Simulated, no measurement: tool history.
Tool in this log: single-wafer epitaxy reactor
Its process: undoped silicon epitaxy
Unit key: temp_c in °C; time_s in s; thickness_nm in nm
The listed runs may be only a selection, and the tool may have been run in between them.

{"run": 1, "hour": 0.0, "temp_c": 675, "time_s": 322, "thickness_nm": 83.555}
{"run": 2, "hour": 5.1, "temp_c": 667, "time_s": 322, "thickness_nm": 71.548}
{"run": 3, "hour": 7.2, "temp_c": 673, "time_s": 322, "thickness_nm": 80.723}
{"run": 4, "hour": 11.6, "temp_c": 663, "time_s": 322, "thickness_nm": 65.684}
{"run": 5, "hour": 19.2, "temp_c": 668, "time_s": 322, "thickness_nm": 72.984}
{"run": 6, "hour": 20.0, "temp_c": 672, "time_s": 322, "thickness_nm": 78.213}
{"run": 7, "hour": 21.8, "temp_c": 666, "time_s": 320, "thickness_nm": 70.111}
{"run": 8, "hour": 27.9, "temp_c": 666, "time_s": 320, "thickness_nm": 69.462}
{"run": 9, "hour": 32.9, "temp_c": 662, "time_s": 319, "thickness_nm": 63.766}
{"run": 10, "hour": 33.6, "temp_c": 659, "time_s": 318, "thickness_nm": 59.991}
{"run": 11, "hour": 34.4, "temp_c": 657, "time_s": 317, "thickness_nm": 57.408}

Run 12 has not been measured yet. What should we expect?
{"run": 12, "hour": 37.6, "temp_c": 656, "time_s": 317, "thickness_nm": "?"}

{"run 12": {"thickness_nm": 56.321}}
